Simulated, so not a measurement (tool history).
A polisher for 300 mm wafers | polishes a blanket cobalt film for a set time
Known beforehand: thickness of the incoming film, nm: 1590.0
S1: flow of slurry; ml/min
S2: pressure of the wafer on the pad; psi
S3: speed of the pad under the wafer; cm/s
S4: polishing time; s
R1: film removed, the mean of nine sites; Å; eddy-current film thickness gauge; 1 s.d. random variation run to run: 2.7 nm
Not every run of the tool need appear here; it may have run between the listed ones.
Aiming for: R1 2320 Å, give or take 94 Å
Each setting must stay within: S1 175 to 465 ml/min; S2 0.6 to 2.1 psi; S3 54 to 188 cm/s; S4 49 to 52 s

run,hour,S1,S2,S3,S4,R1
1,0,295,1.3,120,49,1883.4
2,6.3,235,1.3,120,49,1869.1
3,8.5,235,1.4,120,49,1943.4
4,13.1,235,1.4,120,49,2001.6
5,17.1,235,1.4,98,49,1628.6
6,18.9,235,1.4,114,49,1859.7
7,20.3,235,1.5,114,49,1955.8
8,22.5,235,1.6,114,49,2065.8
9,28.4,235,1.7,114,49,2196.7

Pick the move, out of 5, that brings all results within their allowed miss; only one does.
A,34.3,235,1.7,108,49,?
B,34.3,250,1.4,116,52,?
C,34.3,225,1.5,116,49,?
D,34.3,240,1.5,126,49,?
E,34.3,285,1.8,108,52,?

move,R1
A,2048.9
B,2015.1
C,1986.7
D,2162.1
E,2303.7
A: misses by more than the last run did
B: misses by more than the last run did
C: misses by more than the last run did
D: misses by more than the last run did
E: hits every target within its allowed miss
Correct choice: E, which meets every target

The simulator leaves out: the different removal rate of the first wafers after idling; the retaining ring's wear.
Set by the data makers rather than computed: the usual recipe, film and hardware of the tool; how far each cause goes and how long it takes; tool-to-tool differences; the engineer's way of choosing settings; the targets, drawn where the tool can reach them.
